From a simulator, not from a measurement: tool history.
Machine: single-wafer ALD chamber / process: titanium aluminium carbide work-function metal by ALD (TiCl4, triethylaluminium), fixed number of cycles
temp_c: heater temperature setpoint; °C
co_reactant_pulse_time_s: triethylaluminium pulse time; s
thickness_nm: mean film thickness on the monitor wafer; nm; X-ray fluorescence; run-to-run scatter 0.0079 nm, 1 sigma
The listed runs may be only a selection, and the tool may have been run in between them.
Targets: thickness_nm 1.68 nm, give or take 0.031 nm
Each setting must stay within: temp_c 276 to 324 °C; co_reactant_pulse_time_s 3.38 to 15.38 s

{"run": 1, "day": 0.0, "temp_c": 300, "co_reactant_pulse_time_s": 9.38, "thickness_nm": 1.9198}
{"run": 2, "day": 0.267, "temp_c": 307, "co_reactant_pulse_time_s": 9.38, "thickness_nm": 1.9514}
{"run": 3, "day": 0.438, "temp_c": 304, "co_reactant_pulse_time_s": 8.62, "thickness_nm": 1.8958}
{"run": 4, "day": 0.779, "temp_c": 297, "co_reactant_pulse_time_s": 8.62, "thickness_nm": 1.8534}
{"day": 1.121, "done": "triethylaluminium bottle replaced"}
{"run": 5, "day": 1.121, "temp_c": 297, "co_reactant_pulse_time_s": 6.06, "thickness_nm": 1.8662}
{"run": 6, "day": 1.454, "temp_c": 304, "co_reactant_pulse_time_s": 6.06, "thickness_nm": 1.9161}
{"run": 7, "day": 1.746, "temp_c": 300, "co_reactant_pulse_time_s": 5.71, "thickness_nm": 1.8677}
{"run": 8, "day": 1.954, "temp_c": 297, "co_reactant_pulse_time_s": 5.41, "thickness_nm": 1.8437}
{"run": 9, "day": 1.992, "temp_c": 294, "co_reactant_pulse_time_s": 5.25, "thickness_nm": 1.7937}
{"run": 10, "day": 2.271, "temp_c": 293, "co_reactant_pulse_time_s": 5.18, "thickness_nm": 1.7863}
{"run": 11, "day": 2.588, "temp_c": 293, "co_reactant_pulse_time_s": 5.18, "thickness_nm": 1.8016}
{"run": 12, "day": 2.646, "temp_c": 291, "co_reactant_pulse_time_s": 5.08, "thickness_nm": 1.7604}

Which of these 5 next moves meets every target?
{"run": "A", "day": 2.704, "temp_c": 302, "co_reactant_pulse_time_s": 5.9, "thickness_nm": "?"}
{"run": "B", "day": 2.704, "temp_c": 280, "co_reactant_pulse_time_s": 3.79, "thickness_nm": "?"}
{"run": "C", "day": 2.704, "temp_c": 293, "co_reactant_pulse_time_s": 4.65, "thickness_nm": "?"}
{"run": "D", "day": 2.704, "temp_c": 295, "co_reactant_pulse_time_s": 3.7, "thickness_nm": "?"}
{"run": "E", "day": 2.704, "temp_c": 276, "co_reactant_pulse_time_s": 4.54, "thickness_nm": "?"}

move=A thickness_nm=1.9048
move=B thickness_nm=1.5877
move=C thickness_nm=1.7539
move=D thickness_nm=1.6889
move=E thickness_nm=1.617
A: its largest miss is bigger than the last run's
B: takes the biggest miss from the last run beyond its target
C: closer than the last run, but not yet in spec
D: all results land within tolerance of their targets
E: takes the biggest miss from the last run beyond its target
Correct choice: D, which meets every target
